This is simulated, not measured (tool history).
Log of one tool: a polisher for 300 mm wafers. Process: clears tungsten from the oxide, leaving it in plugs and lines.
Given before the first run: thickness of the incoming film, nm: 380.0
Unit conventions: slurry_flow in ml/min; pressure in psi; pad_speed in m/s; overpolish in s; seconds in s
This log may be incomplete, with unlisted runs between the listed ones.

| run | hour | slurry_flow | pressure | pad_speed | slurry_solids | overpolish | seconds |
|---|---|---|---|---|---|---|---|
| 1 | 0 | 250 | 3.2 | 1.28 | 1 | 4 | 90.681 |
| 2 | 9.1 | 250 | 3.1 | 1.28 | 1 | 4 | 95.17 |
| 3 | 11.2 | 250 | 3.1 | 1.28 | 1 | 3 | 93.494 |
| 4 | 14.7 | 250 | 3.1 | 1.28 | 1 | 3 | 93.357 |
| 5 | 19.2 | 250 | 3.1 | 1.46 | 1 | 3 | 83.573 |
|  | 22 | slurry tank refilled with fresh slurry and peroxide |
| 6 | 22 | 250 | 3.1 | 1.46 | 1 | 3 | 65.746 |
| 7 | 24.9 | 250 | 2.8 | 1.46 | 1 | 3 | 74.811 |

What does the tool deliver on the next run?
| 8 | 29.7 | 250 | 2.6 | 1.4 | 1 | 3 | ? |

seconds: 83.304 s
